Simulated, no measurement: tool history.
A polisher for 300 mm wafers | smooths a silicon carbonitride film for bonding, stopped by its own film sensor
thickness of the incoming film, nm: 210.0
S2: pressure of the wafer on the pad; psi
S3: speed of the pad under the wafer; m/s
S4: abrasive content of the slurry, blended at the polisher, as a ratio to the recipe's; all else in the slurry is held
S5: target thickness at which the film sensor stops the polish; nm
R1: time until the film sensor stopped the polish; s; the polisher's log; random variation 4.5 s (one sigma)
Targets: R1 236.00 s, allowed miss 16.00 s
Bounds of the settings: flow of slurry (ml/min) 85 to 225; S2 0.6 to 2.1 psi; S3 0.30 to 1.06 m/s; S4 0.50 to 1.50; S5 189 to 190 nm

Run 1, hour 0.0: flow of slurry (ml/min) 145, S2 1.3 psi, S3 0.68 m/s, S4 1.00, S5 190 nm. Result: R1 135.68 s.
Run 2, hour 8.6: flow of slurry (ml/min) 145, S2 1.3 psi, S3 0.62 m/s, S4 1.00, S5 190 nm. Result: R1 146.33 s.
Run 3, hour 10.9: flow of slurry (ml/min) 145, S2 1.2 psi, S3 0.60 m/s, S4 1.00, S5 190 nm. Result: R1 163.25 s.
Run 4, hour 13.3: flow of slurry (ml/min) 145, S2 1.1 psi, S3 0.60 m/s, S4 1.00, S5 190 nm. Result: R1 171.19 s.
Run 5, hour 19.2: flow of slurry (ml/min) 145, S2 1.1 psi, S3 0.60 m/s, S4 1.00, S5 189 nm. Result: R1 180.30 s.
Run 6, hour 22.3: flow of slurry (ml/min) 145, S2 1.1 psi, S3 0.68 m/s, S4 1.00, S5 189 nm. Result: R1 162.54 s.
Run 7, hour 30.6: flow of slurry (ml/min) 145, S2 1.0 psi, S3 0.66 m/s, S4 1.00, S5 189 nm. Result: R1 189.66 s.
Run 8, hour 31.4: flow of slurry (ml/min) 145, S2 0.9 psi, S3 0.66 m/s, S4 1.00, S5 189 nm. Result: R1 193.24 s.
Run 9, hour 35.0: flow of slurry (ml/min) 145, S2 0.8 psi, S3 0.66 m/s, S4 1.00, S5 189 nm. Result: R1 217.26 s.

5 next moves are on the table. One of them brings every result within its allowed miss. Which?
Run A, hour 38.6: flow of slurry (ml/min) 160, S2 0.6 psi, S3 0.68 m/s, S4 1.10, S5 189 nm. Result: R1 ?.
Run B, hour 38.6: flow of slurry (ml/min) 160, S2 0.8 psi, S3 0.48 m/s, S4 0.95, S5 190 nm. Result: R1 ?.
Run C, hour 38.6: flow of slurry (ml/min) 150, S2 0.6 psi, S3 0.62 m/s, S4 0.95, S5 189 nm. Result: R1 ?.
Run D, hour 38.6: flow of slurry (ml/min) 135, S2 0.6 psi, S3 0.60 m/s, S4 1.00, S5 189 nm. Result: R1 ?.
Run E, hour 38.6: flow of slurry (ml/min) 165, S2 0.8 psi, S3 0.68 m/s, S4 1.05, S5 189 nm. Result: R1 ?.

move      R1
   A  238.71
   B  263.45
   C  278.65
   D  284.96
   E  198.51
A: meets every target
B: takes the result that was furthest off past its target
C: takes the result that was furthest off past its target
D: takes the result that was furthest off past its target
E: further off than the last run
Move A is the one to make.
